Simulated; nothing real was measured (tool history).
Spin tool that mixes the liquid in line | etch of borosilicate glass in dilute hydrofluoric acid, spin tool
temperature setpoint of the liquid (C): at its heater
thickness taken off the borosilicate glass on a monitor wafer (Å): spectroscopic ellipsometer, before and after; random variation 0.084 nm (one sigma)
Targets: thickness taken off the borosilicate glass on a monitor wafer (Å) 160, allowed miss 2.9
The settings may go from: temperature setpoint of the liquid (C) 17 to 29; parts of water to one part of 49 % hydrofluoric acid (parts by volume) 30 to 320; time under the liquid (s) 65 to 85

run  hour  temperature setpoint of the liquid (C)  parts of water to one part of 49 % hydrofluoric acid (parts by volume)  time under the liquid (s)  thickness taken off the borosilicate glass on a monitor wafer (Å)
  1     0                                      21                                                                     175                         85                                                             102.21
  2   5.2                                      21                                                                     200                         85                                                             86.979
  3   5.9                                      21                                                                     260                         85                                                             63.243
  4    13                                      21                                                                     210                         85                                                             82.519
  5  13.9                                      23                                                                     195                         85                                                             97.576
  6  18.7                                    24.5                                                                     185                         85                                                             108.78
  7  19.5                                    28.5                                                                     140                         85                                                             178.43
  8  26.2                                      28                                                                     140                         85                                                             174.82
  9    29                                    27.5                                                                     140                         85                                                              169.6
 10  30.3                                      27                                                                     140                         85                                                             167.98
 11    39                                    26.5                                                                     140                         85                                                             164.51

Which of these 5 next moves meets every target?
  A  47.7                                      27                                                                     140                         85                                                                  ?
  B  47.7                                    26.5                                                                     135                         85                                                                  ?
  C  47.7                                      29                                                                     145                         85                                                                  ?
  D  47.7                                    25.5                                                                     110                         65                                                                  ?
  E  47.7                                    25.5                                                                     130                         85                                                                  ?

move  thickness taken off the borosilicate glass on a monitor wafer (Å)
   A                                                             167.71
   B                                                             171.75
   C                                                             173.23
   D                                                             160.04
   E                                                             172.77
A: further off than the last run
B: further off than the last run
C: further off than the last run
D: meets every target
E: further off than the last run
Answer: D
